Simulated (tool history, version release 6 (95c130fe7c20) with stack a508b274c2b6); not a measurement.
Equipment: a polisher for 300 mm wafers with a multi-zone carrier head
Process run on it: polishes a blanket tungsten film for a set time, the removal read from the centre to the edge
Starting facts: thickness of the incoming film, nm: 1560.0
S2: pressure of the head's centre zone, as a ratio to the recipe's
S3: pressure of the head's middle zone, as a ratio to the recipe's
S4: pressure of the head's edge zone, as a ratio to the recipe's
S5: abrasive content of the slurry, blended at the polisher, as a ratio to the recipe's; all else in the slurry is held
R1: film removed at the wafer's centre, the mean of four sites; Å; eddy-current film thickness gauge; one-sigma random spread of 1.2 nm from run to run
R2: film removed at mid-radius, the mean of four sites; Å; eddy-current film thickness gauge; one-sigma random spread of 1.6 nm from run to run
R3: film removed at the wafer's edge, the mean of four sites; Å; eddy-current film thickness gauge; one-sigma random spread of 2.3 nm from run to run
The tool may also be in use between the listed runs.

Run 1, hour 0.0: flow of slurry (ml/min) 275, S2 1.00, S3 1.00, S4 1.00, S5 1.00, polishing time (s) 42. Result: R1 2553.4 Å, R2 2705.6 Å, R3 2738.1 Å.
Run 2, hour 5.5: flow of slurry (ml/min) 275, S2 1.00, S3 1.00, S4 1.00, S5 1.00, polishing time (s) 38. Result: R1 2297.8 Å, R2 2457.6 Å, R3 2495.7 Å.
Run 3, hour 9.8: flow of slurry (ml/min) 275, S2 0.92, S3 1.00, S4 1.00, S5 1.00, polishing time (s) 38. Result: R1 2135.2 Å, R2 2473.3 Å, R3 2502.6 Å.
Run 4, hour 14.9: flow of slurry (ml/min) 345, S2 0.92, S3 1.00, S4 1.00, S5 1.00, polishing time (s) 38. Result: R1 2175.4 Å, R2 2523.4 Å, R3 2515.2 Å.
At hour 15.6: centre zone pressure recalibrated.
Run 5, hour 15.6: flow of slurry (ml/min) 350, S2 0.94, S3 0.97, S4 0.97, S5 0.90, polishing time (s) 37. Result: R1 2296.1 Å, R2 2291.4 Å, R3 2439.4 Å.
Run 6, hour 17.1: flow of slurry (ml/min) 350, S2 0.94, S3 0.97, S4 0.97, S5 0.80, polishing time (s) 37. Result: R1 2215.9 Å, R2 2261.1 Å, R3 2355.0 Å.

Predict the results of run 7:
Run 7, hour 21.5: flow of slurry (ml/min) 340, S2 0.93, S3 0.96, S4 0.94, S5 0.75, polishing time (s) 36. Result: R1 ?, R2 ?, R3 ?.

{"run 7": {"R1": 2109.1, "R2": 2181.7, "R3": 2302.6}}
